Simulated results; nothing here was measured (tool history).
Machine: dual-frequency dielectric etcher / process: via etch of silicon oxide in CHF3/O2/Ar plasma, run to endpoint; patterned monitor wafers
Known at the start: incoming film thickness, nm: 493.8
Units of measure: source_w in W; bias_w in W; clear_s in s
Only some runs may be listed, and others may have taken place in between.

{"run": 1, "hour": 0.0, "source_w": 780, "bias_w": 135, "clear_s": 255.34}
{"run": 2, "hour": 8.9, "source_w": 800, "bias_w": 136, "clear_s": 248.35}
{"run": 3, "hour": 15.3, "source_w": 820, "bias_w": 136, "clear_s": 248.17}
{"run": 4, "hour": 20.8, "source_w": 710, "bias_w": 136, "clear_s": 263.91}
{"run": 5, "hour": 23.3, "source_w": 710, "bias_w": 112, "clear_s": 279.74}
{"run": 6, "hour": 28.4, "source_w": 710, "bias_w": 129, "clear_s": 267.1}
{"run": 7, "hour": 33.7, "source_w": 740, "bias_w": 130, "clear_s": 262.15}
{"run": 8, "hour": 38.0, "source_w": 900, "bias_w": 143, "clear_s": 232.81}
{"run": 9, "hour": 42.8, "source_w": 910, "bias_w": 143, "clear_s": 231.49}

Run 10 is up next; what results do you expect?
{"run": 10, "hour": 49.8, "source_w": 920, "bias_w": 143, "clear_s": "?"}

clear_s: 230.31 s

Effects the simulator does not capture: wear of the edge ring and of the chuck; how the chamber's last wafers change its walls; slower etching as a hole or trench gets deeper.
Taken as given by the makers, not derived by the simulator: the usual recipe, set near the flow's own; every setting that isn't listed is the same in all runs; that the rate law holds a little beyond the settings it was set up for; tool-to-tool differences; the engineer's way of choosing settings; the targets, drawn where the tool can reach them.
